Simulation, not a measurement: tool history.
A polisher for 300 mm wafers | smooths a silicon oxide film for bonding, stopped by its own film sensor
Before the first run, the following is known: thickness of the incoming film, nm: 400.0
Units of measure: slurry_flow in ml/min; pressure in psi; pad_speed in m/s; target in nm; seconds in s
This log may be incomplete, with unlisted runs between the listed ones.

Run 1, day 0.000: slurry_flow 260 ml/min, pressure 1.9 psi, pad_speed 0.84 m/s, slurry_solids 1.0, target 326 nm. Result: seconds 132.34 s.
Run 2, day 0.171: slurry_flow 260 ml/min, pressure 1.7 psi, pad_speed 0.84 m/s, slurry_solids 1.0, target 326 nm. Result: seconds 147.87 s.
Run 3, day 0.379: slurry_flow 260 ml/min, pressure 2.0 psi, pad_speed 0.84 m/s, slurry_solids 1.0, target 326 nm. Result: seconds 130.60 s.
Run 4, day 0.583: slurry_flow 260 ml/min, pressure 1.7 psi, pad_speed 0.82 m/s, slurry_solids 1.0, target 326 nm. Result: seconds 149.52 s.
Run 5, day 0.712: slurry_flow 260 ml/min, pressure 1.7 psi, pad_speed 0.82 m/s, slurry_solids 1.1, target 326 nm. Result: seconds 140.98 s.
Run 6, day 1.067: slurry_flow 260 ml/min, pressure 1.5 psi, pad_speed 0.82 m/s, slurry_solids 1.1, target 326 nm. Result: seconds 148.97 s.

Run 7 has not been measured yet. What should we expect?
Run 7, day 1.329: slurry_flow 260 ml/min, pressure 1.3 psi, pad_speed 0.80 m/s, slurry_solids 1.1, target 326 nm. Result: seconds ?.

{"run 7": {"seconds": 172.33}}

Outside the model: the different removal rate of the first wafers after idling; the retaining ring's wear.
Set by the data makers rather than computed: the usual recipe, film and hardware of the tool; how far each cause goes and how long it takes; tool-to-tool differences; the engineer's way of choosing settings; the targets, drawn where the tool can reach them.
